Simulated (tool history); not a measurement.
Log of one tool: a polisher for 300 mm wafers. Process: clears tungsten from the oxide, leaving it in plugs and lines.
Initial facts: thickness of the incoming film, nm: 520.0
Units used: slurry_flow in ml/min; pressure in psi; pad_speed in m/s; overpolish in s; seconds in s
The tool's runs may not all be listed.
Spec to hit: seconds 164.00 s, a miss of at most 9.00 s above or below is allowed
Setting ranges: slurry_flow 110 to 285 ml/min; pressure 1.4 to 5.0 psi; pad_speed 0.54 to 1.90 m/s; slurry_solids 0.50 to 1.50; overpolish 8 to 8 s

run,hour,slurry_flow,pressure,pad_speed,slurry_solids,overpolish,seconds
1,0.0,180,3.2,1.22,1.00,8,121.78
2,1.4,180,3.2,1.22,1.00,8,127.12
3,3.7,180,3.1,1.22,1.00,8,126.33
4,8.0,145,3.1,1.22,1.00,8,134.59
5,14.8,145,3.0,1.22,1.00,8,140.34
6,19.7,145,3.0,1.48,1.00,8,119.78
7,24.3,145,2.9,1.48,1.00,8,124.58
8,31.8,145,2.8,1.48,1.00,8,127.72
9,38.6,145,1.9,1.44,1.00,8,189.18
# hour 47.5: slurry nozzle cleaned
10,47.5,150,1.9,1.44,1.00,8,175.05

4 next moves are on the table. One of them brings every result within its allowed miss. Which?
A,56.4,140,1.7,1.60,0.95,8,?
B,56.4,165,1.7,1.62,1.00,8,?
C,56.4,140,1.9,1.38,1.05,8,?
D,56.4,210,2.4,1.22,0.85,8,?

move,seconds
A,186.29
B,178.22
C,183.16
D,158.96
A: its largest miss is bigger than the last run's
B: its largest miss is bigger than the last run's
C: its largest miss is bigger than the last run's
D: hits every target within its allowed miss
Go with D: it meets all targets.

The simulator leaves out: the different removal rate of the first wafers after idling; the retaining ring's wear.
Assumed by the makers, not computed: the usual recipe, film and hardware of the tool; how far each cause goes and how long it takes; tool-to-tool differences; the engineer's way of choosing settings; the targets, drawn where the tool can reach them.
